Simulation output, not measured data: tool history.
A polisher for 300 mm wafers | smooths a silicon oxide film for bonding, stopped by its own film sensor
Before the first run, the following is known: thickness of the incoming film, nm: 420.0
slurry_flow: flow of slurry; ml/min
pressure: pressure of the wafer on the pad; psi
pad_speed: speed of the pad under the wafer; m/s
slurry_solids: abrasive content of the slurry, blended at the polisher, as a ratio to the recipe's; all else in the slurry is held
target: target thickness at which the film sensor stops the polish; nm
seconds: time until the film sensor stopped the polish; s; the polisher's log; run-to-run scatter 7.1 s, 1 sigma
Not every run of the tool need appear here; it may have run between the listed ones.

run 1 hour=0.0 | slurry_flow=185 pressure=2.5 pad_speed=0.76 slurry_solids=1.00 target=301 | seconds=168.66
run 2 hour=3.8 | slurry_flow=185 pressure=2.5 pad_speed=0.76 slurry_solids=1.05 target=301 | seconds=161.60
run 3 hour=7.5 | slurry_flow=185 pressure=2.5 pad_speed=0.76 slurry_solids=0.90 target=301 | seconds=173.20
run 4 hour=10.2 | slurry_flow=185 pressure=2.5 pad_speed=0.90 slurry_solids=0.90 target=301 | seconds=151.19
run 5 hour=11.4 | slurry_flow=185 pressure=2.1 pad_speed=0.90 slurry_solids=0.90 target=301 | seconds=177.24
run 6 hour=15.2 | slurry_flow=185 pressure=2.0 pad_speed=0.82 slurry_solids=0.85 target=300 | seconds=201.01
run 7 hour=22.7 | slurry_flow=175 pressure=1.9 pad_speed=0.76 slurry_solids=0.80 target=299 | seconds=227.74
run 8 hour=30.1 | slurry_flow=165 pressure=1.8 pad_speed=0.70 slurry_solids=0.75 target=299 | seconds=263.15
run 9 hour=31.9 | slurry_flow=165 pressure=1.7 pad_speed=0.66 slurry_solids=0.70 target=299 | seconds=307.95
run 10 hour=34.1 | slurry_flow=165 pressure=1.6 pad_speed=0.62 slurry_solids=0.70 target=299 | seconds=332.46
run 11 hour=37.6 | slurry_flow=165 pressure=1.5 pad_speed=0.60 slurry_solids=0.70 target=299 | seconds=363.45
run 12 hour=39.6 | slurry_flow=165 pressure=1.5 pad_speed=0.58 slurry_solids=0.70 target=299 | seconds=359.15

Forecast run 13:
run 13 hour=48.0 | slurry_flow=165 pressure=1.4 pad_speed=0.56 slurry_solids=0.70 target=299 | seconds=?

{"run 13": {"seconds": 398.45}}
